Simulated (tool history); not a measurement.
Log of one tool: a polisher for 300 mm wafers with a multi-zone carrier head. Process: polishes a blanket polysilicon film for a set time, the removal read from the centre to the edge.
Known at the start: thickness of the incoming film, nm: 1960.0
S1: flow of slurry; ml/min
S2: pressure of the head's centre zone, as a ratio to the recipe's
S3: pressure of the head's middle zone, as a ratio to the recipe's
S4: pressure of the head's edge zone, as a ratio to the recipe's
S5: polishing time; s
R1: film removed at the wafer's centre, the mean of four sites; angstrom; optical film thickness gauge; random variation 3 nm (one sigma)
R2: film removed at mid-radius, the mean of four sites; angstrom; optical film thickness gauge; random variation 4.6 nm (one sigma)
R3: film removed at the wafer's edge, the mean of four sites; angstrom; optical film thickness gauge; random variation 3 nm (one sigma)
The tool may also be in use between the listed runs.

run,hour,S1,S2,S3,S4,S5,R1,R2,R3
1,0.0,245,1.00,1.00,1.00,62,4743.1,4667.6,4712.4
2,6.4,240,0.98,0.98,0.98,61,4522.5,4516.9,4638.7
3,14.5,235,0.97,0.96,0.97,60,4362.2,4269.2,4491.9
4,23.0,210,0.97,0.96,0.97,60,4353.9,4256.9,4414.2
5,29.1,210,1.05,0.96,0.97,60,4723.5,4272.2,4456.9
6,33.2,205,1.03,0.95,0.96,60,4542.2,4241.4,4407.5

Run 7 comes next. What will it give?
7,37.6,200,1.01,0.94,0.95,60,?,?,?

{"run 7": {"R1": 4444.0, "R2": 4091.1, "R3": 4394.5}}
